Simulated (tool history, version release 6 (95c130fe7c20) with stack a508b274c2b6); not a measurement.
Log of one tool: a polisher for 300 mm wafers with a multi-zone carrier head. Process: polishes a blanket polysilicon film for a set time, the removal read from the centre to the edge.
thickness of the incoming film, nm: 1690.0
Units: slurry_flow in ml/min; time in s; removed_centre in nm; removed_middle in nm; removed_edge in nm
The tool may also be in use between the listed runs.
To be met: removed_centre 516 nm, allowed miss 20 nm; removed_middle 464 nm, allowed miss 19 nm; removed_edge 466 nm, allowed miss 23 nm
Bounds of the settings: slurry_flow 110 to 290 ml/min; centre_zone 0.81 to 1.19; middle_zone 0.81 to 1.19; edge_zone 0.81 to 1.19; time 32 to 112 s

Run 1, hour 0: slurry_flow 185 ml/min, centre_zone 1, middle_zone 1, edge_zone 1, time 72 s. Result: removed_centre 551.06 nm, removed_middle 559.27 nm, removed_edge 562.99 nm.
Run 2, hour 8.9: slurry_flow 185 ml/min, centre_zone 1, middle_zone 0.97, edge_zone 1, time 72 s. Result: removed_centre 563.41 nm, removed_middle 550.46 nm, removed_edge 554.91 nm.
Run 3, hour 13.3: slurry_flow 185 ml/min, centre_zone 1, middle_zone 0.91, edge_zone 1, time 72 s. Result: removed_centre 552.79 nm, removed_middle 522.25 nm, removed_edge 568.97 nm.
Run 4, hour 19.9: slurry_flow 180 ml/min, centre_zone 1.01, middle_zone 0.91, edge_zone 0.98, time 71 s. Result: removed_centre 539.58 nm, removed_middle 517.67 nm, removed_edge 554.43 nm.
Run 5, hour 28.5: slurry_flow 180 ml/min, centre_zone 1.01, middle_zone 0.91, edge_zone 0.98, time 82 s. Result: removed_centre 634.53 nm, removed_middle 587.02 nm, removed_edge 625.79 nm.
Run 6, hour 34.2: slurry_flow 180 ml/min, centre_zone 1.02, middle_zone 0.91, edge_zone 0.96, time 79 s. Result: removed_centre 616.04 nm, removed_middle 562.45 nm, removed_edge 589.63 nm.
Run 7, hour 39.5: slurry_flow 175 ml/min, centre_zone 1.02, middle_zone 0.9, edge_zone 0.94, time 77 s. Result: removed_centre 615.31 nm, removed_middle 538.74 nm, removed_edge 571.75 nm.
Run 8, hour 47.8: slurry_flow 175 ml/min, centre_zone 1.01, middle_zone 0.9, edge_zone 0.92, time 75 s. Result: removed_centre 577.6 nm, removed_middle 526.82 nm, removed_edge 550.55 nm.

5 next moves are on the table. One of them brings every result within its allowed miss. Which?
Run A, hour 56.1: slurry_flow 110 ml/min, centre_zone 1.07, middle_zone 0.87, edge_zone 0.94, time 73 s. Result: removed_centre ?, removed_middle ?, removed_edge ?.
Run B, hour 56.1: slurry_flow 215 ml/min, centre_zone 1.03, middle_zone 0.92, edge_zone 0.91, time 62 s. Result: removed_centre ?, removed_middle ?, removed_edge ?.
Run C, hour 56.1: slurry_flow 185 ml/min, centre_zone 0.98, middle_zone 1.06, edge_zone 0.81, time 73 s. Result: removed_centre ?, removed_middle ?, removed_edge ?.
Run D, hour 56.1: slurry_flow 140 ml/min, centre_zone 0.96, middle_zone 0.97, edge_zone 0.86, time 86 s. Result: removed_centre ?, removed_middle ?, removed_edge ?.
Run E, hour 56.1: slurry_flow 175 ml/min, centre_zone 0.83, middle_zone 0.81, edge_zone 1.14, time 77 s. Result: removed_centre ?, removed_middle ?, removed_edge ?.

move  removed_centre  removed_middle  removed_edge
   A          553.97          467.93        517.85
   B          509.99           462.3        466.98
   C          559.33          601.59        513.43
   D          615.02          630.49        603.07
   E          493.77          503.59        635.34
A: nearer than the last run, and not there yet
B: meets every target
C: further off than the last run
D: further off than the last run
E: further off than the last run
Move B is the one to make.

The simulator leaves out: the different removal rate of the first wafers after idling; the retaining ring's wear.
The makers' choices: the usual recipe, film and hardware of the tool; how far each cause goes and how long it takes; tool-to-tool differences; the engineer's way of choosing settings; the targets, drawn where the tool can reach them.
